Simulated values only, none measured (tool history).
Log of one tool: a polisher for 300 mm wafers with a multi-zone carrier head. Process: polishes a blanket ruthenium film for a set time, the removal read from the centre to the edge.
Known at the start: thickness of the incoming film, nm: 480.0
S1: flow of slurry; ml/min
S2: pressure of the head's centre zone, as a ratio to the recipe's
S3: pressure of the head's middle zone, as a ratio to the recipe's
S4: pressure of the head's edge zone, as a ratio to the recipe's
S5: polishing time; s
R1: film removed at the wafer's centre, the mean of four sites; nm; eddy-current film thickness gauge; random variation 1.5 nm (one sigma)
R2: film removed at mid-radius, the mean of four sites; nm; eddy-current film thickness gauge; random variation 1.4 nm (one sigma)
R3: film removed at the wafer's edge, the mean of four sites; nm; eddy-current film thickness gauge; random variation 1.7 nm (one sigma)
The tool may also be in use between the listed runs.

run 1 hour=0.0 | S1=270 S2=1.00 S3=1.00 S4=1.00 S5=89 | R1=100.040 R2=99.793 R3=97.922
run 2 hour=4.9 | S1=270 S2=1.00 S3=1.00 S4=1.00 S5=69 | R1=74.654 R2=77.592 R3=75.432
run 3 hour=13.0 | S1=270 S2=0.99 S3=1.01 S4=1.01 S5=73 | R1=79.953 R2=81.649 R3=80.906
run 4 hour=15.6 | S1=270 S2=0.93 S3=1.01 S4=1.01 S5=73 | R1=76.603 R2=83.779 R3=81.262
run 5 hour=18.1 | S1=270 S2=0.92 S3=1.02 S4=1.02 S5=76 | R1=79.955 R2=85.502 R3=83.780
run 6 hour=19.9 | S1=270 S2=0.92 S3=0.95 S4=1.02 S5=76 | R1=78.275 R2=82.248 R3=84.572
run 7 hour=21.4 | S1=270 S2=0.91 S3=0.97 S4=1.03 S5=79 | R1=81.782 R2=85.999 R3=87.823

The next listed run, before its measurement:
run 8 hour=28.7 | S1=270 S2=0.90 S3=0.99 S4=1.04 S5=81 | R1=? R2=? R3=?

{"run 8": {"R1": 81.293, "R2": 91.11, "R3": 88.045}}
